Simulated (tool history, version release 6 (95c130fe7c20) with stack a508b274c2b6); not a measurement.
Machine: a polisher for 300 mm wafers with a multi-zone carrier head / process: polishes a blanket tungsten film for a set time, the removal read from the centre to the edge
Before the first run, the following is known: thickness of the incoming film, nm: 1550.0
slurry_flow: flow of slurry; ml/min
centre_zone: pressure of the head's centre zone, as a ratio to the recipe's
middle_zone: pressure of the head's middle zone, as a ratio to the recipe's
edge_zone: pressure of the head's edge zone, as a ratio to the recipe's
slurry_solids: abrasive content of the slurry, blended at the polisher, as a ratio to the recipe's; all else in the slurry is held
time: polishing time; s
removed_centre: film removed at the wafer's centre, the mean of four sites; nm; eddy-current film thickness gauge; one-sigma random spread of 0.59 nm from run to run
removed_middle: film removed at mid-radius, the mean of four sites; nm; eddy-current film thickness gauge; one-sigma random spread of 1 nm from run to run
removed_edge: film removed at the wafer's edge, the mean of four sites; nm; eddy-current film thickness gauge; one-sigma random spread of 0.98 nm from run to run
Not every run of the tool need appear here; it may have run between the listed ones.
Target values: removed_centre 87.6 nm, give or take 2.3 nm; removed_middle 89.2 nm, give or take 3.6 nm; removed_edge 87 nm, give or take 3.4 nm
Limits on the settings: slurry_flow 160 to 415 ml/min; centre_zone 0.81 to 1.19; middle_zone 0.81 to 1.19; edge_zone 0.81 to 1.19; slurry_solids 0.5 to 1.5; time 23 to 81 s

Run 1, day 0: slurry_flow 265 ml/min, centre_zone 1, middle_zone 1, edge_zone 1, slurry_solids 1, time 52 s. Result: removed_centre 180.86 nm, removed_middle 164.96 nm, removed_edge 154.41 nm.
Run 2, day 0.188: slurry_flow 265 ml/min, centre_zone 1, middle_zone 1, edge_zone 1, slurry_solids 1, time 59 s. Result: removed_centre 203.69 nm, removed_middle 188.14 nm, removed_edge 179.65 nm.
Run 3, day 0.508: slurry_flow 250 ml/min, centre_zone 0.94, middle_zone 0.98, edge_zone 1, slurry_solids 0.85, time 51 s. Result: removed_centre 159.78 nm, removed_middle 152.87 nm, removed_edge 151.81 nm.
Run 4, day 0.638: slurry_flow 250 ml/min, centre_zone 0.92, middle_zone 0.98, edge_zone 0.97, slurry_solids 0.75, time 44 s. Result: removed_centre 130.51 nm, removed_middle 127.62 nm, removed_edge 123.57 nm.
Run 5, day 0.858: slurry_flow 245 ml/min, centre_zone 0.89, middle_zone 0.96, edge_zone 0.94, slurry_solids 0.7, time 41 s. Result: removed_centre 115.01 nm, removed_middle 115.58 nm, removed_edge 113.27 nm.
Run 6, day 0.946: slurry_flow 245 ml/min, centre_zone 0.88, middle_zone 0.95, edge_zone 0.91, slurry_solids 0.65, time 39 s. Result: removed_centre 109.01 nm, removed_middle 108.35 nm, removed_edge 105.32 nm.
Run 7, day 1.15: slurry_flow 205 ml/min, centre_zone 0.81, middle_zone 0.91, edge_zone 0.85, slurry_solids 0.5, time 32 s. Result: removed_centre 76.055 nm, removed_middle 81.018 nm, removed_edge 79.16 nm.
Run 8, day 1.183: slurry_flow 240 ml/min, centre_zone 0.82, middle_zone 0.91, edge_zone 0.86, slurry_solids 0.5, time 32 s. Result: removed_centre 78.704 nm, removed_middle 81.154 nm, removed_edge 79.045 nm.
At day 1.433: centre zone pressure recalibrated.
Run 9, day 1.433: slurry_flow 245 ml/min, centre_zone 0.83, middle_zone 0.93, edge_zone 0.89, slurry_solids 0.5, time 32 s. Result: removed_centre 73.671 nm, removed_middle 85.336 nm, removed_edge 82.328 nm.
Run 10, day 1.638: slurry_flow 245 ml/min, centre_zone 0.86, middle_zone 0.93, edge_zone 0.89, slurry_solids 0.5, time 32 s. Result: removed_centre 76.756 nm, removed_middle 85.139 nm, removed_edge 80.033 nm.
Run 11, day 1.788: slurry_flow 245 ml/min, centre_zone 0.86, middle_zone 0.93, edge_zone 0.89, slurry_solids 0.55, time 32 s. Result: removed_centre 76.312 nm, removed_middle 84.203 nm, removed_edge 82.529 nm.
Run 12, day 1.938: slurry_flow 245 ml/min, centre_zone 0.87, middle_zone 0.94, edge_zone 0.87, slurry_solids 0.6, time 32 s. Result: removed_centre 79.298 nm, removed_middle 85.901 nm, removed_edge 84.629 nm.
Run 13, day 2.033: slurry_flow 245 ml/min, centre_zone 0.87, middle_zone 0.94, edge_zone 0.87, slurry_solids 0.6, time 32 s. Result: removed_centre 78.696 nm, removed_middle 87.196 nm, removed_edge 85.147 nm.
Run 14, day 2.221: slurry_flow 230 ml/min, centre_zone 0.9, middle_zone 0.94, edge_zone 0.88, slurry_solids 0.6, time 32 s. Result: removed_centre 81.93 nm, removed_middle 88.479 nm, removed_edge 83.558 nm.

Which of these 4 next moves meets every target?
Run A, day 2.408: slurry_flow 170 ml/min, centre_zone 1.08, middle_zone 1.08, edge_zone 0.9, slurry_solids 0.5, time 32 s. Result: removed_centre ?, removed_middle ?, removed_edge ?.
Run B, day 2.408: slurry_flow 210 ml/min, centre_zone 0.92, middle_zone 0.91, edge_zone 0.83, slurry_solids 0.5, time 35 s. Result: removed_centre ?, removed_middle ?, removed_edge ?.
Run C, day 2.408: slurry_flow 300 ml/min, centre_zone 0.92, middle_zone 1.09, edge_zone 1.01, slurry_solids 0.5, time 29 s. Result: removed_centre ?, removed_middle ?, removed_edge ?.
Run D, day 2.408: slurry_flow 275 ml/min, centre_zone 0.87, middle_zone 0.94, edge_zone 0.87, slurry_solids 0.75, time 30 s. Result: removed_centre ?, removed_middle ?, removed_edge ?.

move  removed_centre  removed_middle  removed_edge
   A          91.377          89.011        80.283
   B          87.398          87.013        87.161
   C          75.426          86.451        79.466
   D          78.746          84.853        83.558
A: pushes the last run's worst result past its target
B: all results in spec
C: lands further from the targets than the last run did
D: lands further from the targets than the last run did
Correct choice: B, which meets every target
